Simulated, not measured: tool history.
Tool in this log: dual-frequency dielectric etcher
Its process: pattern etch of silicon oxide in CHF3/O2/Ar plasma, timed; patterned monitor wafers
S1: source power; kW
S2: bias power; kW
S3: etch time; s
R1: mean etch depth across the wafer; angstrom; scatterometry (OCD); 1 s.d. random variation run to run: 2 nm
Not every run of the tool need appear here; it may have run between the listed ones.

run,hour,S1,S2,S3,R1
1,0,0.6,0.19,261,5588.2
2,2.1,0.58,0.189,261,5427.3
3,6.3,0.57,0.189,261,5364.9
4,12.9,0.56,0.189,261,5337.9
5,17.3,0.56,0.189,236,4851.3
6,26,0.57,0.189,236,4884.4
7,27.2,0.59,0.189,236,4961
8,31.5,0.67,0.191,236,5379.7
9,38.2,0.66,0.191,236,5340.9

Run 10, settings as shown, results not yet in. Your forecast:
10,41.5,0.65,0.191,236,?

R1: 5281.7 angstrom

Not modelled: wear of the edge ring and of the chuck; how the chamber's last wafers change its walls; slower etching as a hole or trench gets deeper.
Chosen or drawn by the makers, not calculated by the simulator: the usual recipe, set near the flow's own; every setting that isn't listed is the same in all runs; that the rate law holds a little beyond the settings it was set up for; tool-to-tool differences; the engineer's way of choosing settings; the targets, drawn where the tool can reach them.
